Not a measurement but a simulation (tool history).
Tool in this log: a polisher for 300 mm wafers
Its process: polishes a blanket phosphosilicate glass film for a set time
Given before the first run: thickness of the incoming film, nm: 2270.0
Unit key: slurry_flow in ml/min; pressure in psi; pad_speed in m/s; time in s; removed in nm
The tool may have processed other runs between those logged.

run,day,slurry_flow,pressure,pad_speed,slurry_solids,time,removed
1,0.000,175,2.6,1.04,1.0,68,390.65
2,0.054,175,2.7,1.04,1.0,68,406.13
3,0.267,175,3.1,1.04,1.0,68,472.46
4,0.404,175,2.5,1.04,1.0,68,375.76
5,0.438,175,2.6,1.04,1.0,68,400.71
6,0.629,175,2.6,1.04,1.1,68,404.48
7,0.900,175,2.7,1.04,1.1,68,428.09
8,1.246,180,2.9,1.04,1.1,68,459.16

The next listed run, before its measurement:
9,1.292,180,3.0,1.04,1.1,68,?

{"run 9": {"removed": 475.58}}
